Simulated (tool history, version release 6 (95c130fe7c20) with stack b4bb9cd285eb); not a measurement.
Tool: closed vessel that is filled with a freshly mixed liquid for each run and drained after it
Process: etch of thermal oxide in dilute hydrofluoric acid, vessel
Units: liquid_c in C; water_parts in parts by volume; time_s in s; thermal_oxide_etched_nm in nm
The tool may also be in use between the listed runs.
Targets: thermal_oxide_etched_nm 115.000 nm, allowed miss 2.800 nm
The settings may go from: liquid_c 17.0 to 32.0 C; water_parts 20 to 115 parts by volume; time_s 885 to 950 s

run,hour,liquid_c,water_parts,time_s,thermal_oxide_etched_nm
1,0.0,24.0,65,885,58.732
2,4.8,27.0,65,885,66.390
3,8.8,29.0,65,885,71.061
4,11.6,31.0,65,885,77.195
5,19.5,31.0,60,885,84.811
6,25.1,31.0,60,950,91.309
7,26.5,31.0,55,950,99.917
8,28.3,31.0,55,950,99.201

5 next moves are on the table. One of them brings every result within its allowed miss. Which?
A,30.1,32.0,50,950,?
B,30.1,27.5,40,950,?
C,30.1,30.5,45,950,?
D,30.1,31.0,45,950,?
E,30.1,25.0,35,910,?

move,thermal_oxide_etched_nm
A,115.580
B,123.120
C,122.240
D,124.650
E,122.700
A: meets every target
B: takes the result that was furthest off past its target
C: takes the result that was furthest off past its target
D: takes the result that was furthest off past its target
E: takes the result that was furthest off past its target
Move A is the one to make.
